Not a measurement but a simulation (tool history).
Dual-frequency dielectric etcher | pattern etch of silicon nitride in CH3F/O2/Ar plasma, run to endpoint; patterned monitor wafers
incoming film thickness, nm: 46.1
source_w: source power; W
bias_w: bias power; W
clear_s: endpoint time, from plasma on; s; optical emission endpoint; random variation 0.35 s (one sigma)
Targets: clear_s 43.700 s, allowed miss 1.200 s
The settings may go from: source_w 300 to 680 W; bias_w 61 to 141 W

Run 1, day 0.000: source_w 490 W, bias_w 101 W. Result: clear_s 54.860 s.
Run 2, day 0.308: source_w 510 W, bias_w 104 W. Result: clear_s 53.171 s.
Run 3, day 0.508: source_w 510 W, bias_w 87 W. Result: clear_s 57.928 s.
Run 4, day 0.829: source_w 540 W, bias_w 87 W. Result: clear_s 56.347 s.
Run 5, day 1.096: source_w 610 W, bias_w 87 W. Result: clear_s 53.715 s.
At day 1.146: source power generator calibrated.
Run 6, day 1.146: source_w 620 W, bias_w 91 W. Result: clear_s 51.352 s.
Run 7, day 1.500: source_w 620 W, bias_w 91 W. Result: clear_s 51.737 s.
Run 8, day 1.792: source_w 630 W, bias_w 94 W. Result: clear_s 50.404 s.
Run 9, day 1.817: source_w 640 W, bias_w 96 W. Result: clear_s 48.892 s.
Run 10, day 1.850: source_w 640 W, bias_w 97 W. Result: clear_s 49.104 s.
Run 11, day 2.179: source_w 640 W, bias_w 99 W. Result: clear_s 49.203 s.

Which of these 4 next moves meets every target?
Run A, day 2.508: source_w 680 W, bias_w 137 W. Result: clear_s ?.
Run B, day 2.508: source_w 640 W, bias_w 137 W. Result: clear_s ?.
Run C, day 2.508: source_w 620 W, bias_w 127 W. Result: clear_s ?.
Run D, day 2.508: source_w 680 W, bias_w 134 W. Result: clear_s ?.

move  clear_s
   A   41.211
   B   42.307
   C   44.467
   D   41.643
A: takes the result that was furthest off past its target
B: takes the result that was furthest off past its target
C: meets every target
D: takes the result that was furthest off past its target
The right move is C.

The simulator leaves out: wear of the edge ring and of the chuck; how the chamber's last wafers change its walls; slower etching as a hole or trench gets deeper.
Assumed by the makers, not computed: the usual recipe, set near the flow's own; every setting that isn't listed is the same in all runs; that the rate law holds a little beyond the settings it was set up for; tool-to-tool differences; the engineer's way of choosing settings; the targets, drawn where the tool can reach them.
